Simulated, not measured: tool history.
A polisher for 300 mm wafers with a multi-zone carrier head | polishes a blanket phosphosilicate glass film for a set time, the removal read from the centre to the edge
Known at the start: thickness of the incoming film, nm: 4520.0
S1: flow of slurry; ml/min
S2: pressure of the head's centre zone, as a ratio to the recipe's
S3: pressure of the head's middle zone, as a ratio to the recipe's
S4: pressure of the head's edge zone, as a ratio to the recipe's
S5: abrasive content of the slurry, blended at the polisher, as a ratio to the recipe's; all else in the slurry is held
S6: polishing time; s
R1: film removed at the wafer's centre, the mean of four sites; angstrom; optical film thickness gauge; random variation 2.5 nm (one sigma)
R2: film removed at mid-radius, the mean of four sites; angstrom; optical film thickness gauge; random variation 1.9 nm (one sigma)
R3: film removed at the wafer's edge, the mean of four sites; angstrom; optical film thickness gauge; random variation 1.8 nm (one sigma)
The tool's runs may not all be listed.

run	hour	S1	S2	S3	S4	S5	S6	R1	R2	R3
1	0	145	1	1	1	1	32	2105.6	2081.9	2117.3
2	0.8	145	0.93	1	1	1	32	1920.9	2074.3	2108.6
3	4.4	145	0.97	1	1	1	32	2028.5	2129.4	2122.6
4	12.8	145	0.97	1	0.93	1	32	2012.1	2088.8	2058.5
5	16.4	145	0.97	1	1	1	32	2002.9	2097	2144.2
6	22.6	145	0.97	0.92	1	1	32	2013.9	1984	2154.6
7	31.1	140	0.98	0.92	0.97	0.95	32	2022.8	1974.3	2056.3
8	39.9	115	0.96	0.83	0.88	0.75	32	1707.1	1557.6	1723.8

Run 9 comes next. What will it give?
9	48.9	120	0.97	0.85	0.87	0.75	32	?	?	?

Run 9 gave R1 1744.5 angstrom, R2 1601.5 angstrom, R3 1748 angstrom.
